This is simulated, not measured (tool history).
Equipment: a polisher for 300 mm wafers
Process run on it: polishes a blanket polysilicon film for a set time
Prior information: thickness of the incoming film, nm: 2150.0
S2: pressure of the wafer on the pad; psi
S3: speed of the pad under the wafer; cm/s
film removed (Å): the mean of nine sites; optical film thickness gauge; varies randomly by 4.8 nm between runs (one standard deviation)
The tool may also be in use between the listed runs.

{"run": 1, "day": 0.0, "flow of slurry (ml/min)": 250, "S2": 3.4, "S3": 98, "polishing time (s)": 64, "film removed (Å)": 7031.8}
{"run": 2, "day": 0.371, "flow of slurry (ml/min)": 250, "S2": 3.4, "S3": 98, "polishing time (s)": 67, "film removed (Å)": 7377.6}
{"run": 3, "day": 0.683, "flow of slurry (ml/min)": 250, "S2": 3.4, "S3": 90, "polishing time (s)": 67, "film removed (Å)": 7067.5}
{"run": 4, "day": 0.862, "flow of slurry (ml/min)": 250, "S2": 3.4, "S3": 114, "polishing time (s)": 67, "film removed (Å)": 8263}
{"run": 5, "day": 1.062, "flow of slurry (ml/min)": 250, "S2": 3.4, "S3": 104, "polishing time (s)": 67, "film removed (Å)": 7616.6}
{"run": 6, "day": 1.433, "flow of slurry (ml/min)": 250, "S2": 3, "S3": 104, "polishing time (s)": 67, "film removed (Å)": 7014.9}
{"run": 7, "day": 1.65, "flow of slurry (ml/min)": 250, "S2": 2.6, "S3": 104, "polishing time (s)": 67, "film removed (Å)": 6301.8}
{"run": 8, "day": 1.746, "flow of slurry (ml/min)": 250, "S2": 2.3, "S3": 104, "polishing time (s)": 67, "film removed (Å)": 5789.1}

What does the tool deliver on the next run?
{"run": 9, "day": 1.771, "flow of slurry (ml/min)": 250, "S2": 2.2, "S3": 104, "polishing time (s)": 67, "film removed (Å)": "?"}

{"run 9": {"film removed (Å)": 5543.7}}
